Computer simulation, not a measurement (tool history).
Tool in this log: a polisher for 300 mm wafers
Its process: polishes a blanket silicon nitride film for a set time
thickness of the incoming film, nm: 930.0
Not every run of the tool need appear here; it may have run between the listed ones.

run,day,flow of slurry (ml/min),pressure of the wafer on the pad (psi),speed of the pad under the wafer (m/s),polishing time (s),film removed (nm)
1,0,300,4.2,1.42,54,165.81
2,0.267,300,4.2,1.42,57,176.82
3,0.492,300,4.4,1.42,57,182.51
4,0.6,300,4.7,1.42,57,198.39
5,0.854,300,4.9,1.42,57,205.24
6,0.904,300,5.1,1.42,57,214.76
# day 0.942: head pressure recalibrated
7,0.942,300,5.3,1.42,57,202.19
8,1.05,300,5.5,1.48,57,212.78
9,1.246,305,5.6,1.56,57,230.33
10,1.404,305,5.7,1.58,57,237.15
11,1.617,305,5.8,1.6,57,242.74
12,1.75,305,5.9,1.62,57,248.86
13,1.8,305,6,1.64,57,251.16

Run 14 has not been measured yet. What should we expect?
14,1.912,305,6.1,1.66,57,?

Run 14 measured film removed (nm) 262.6.
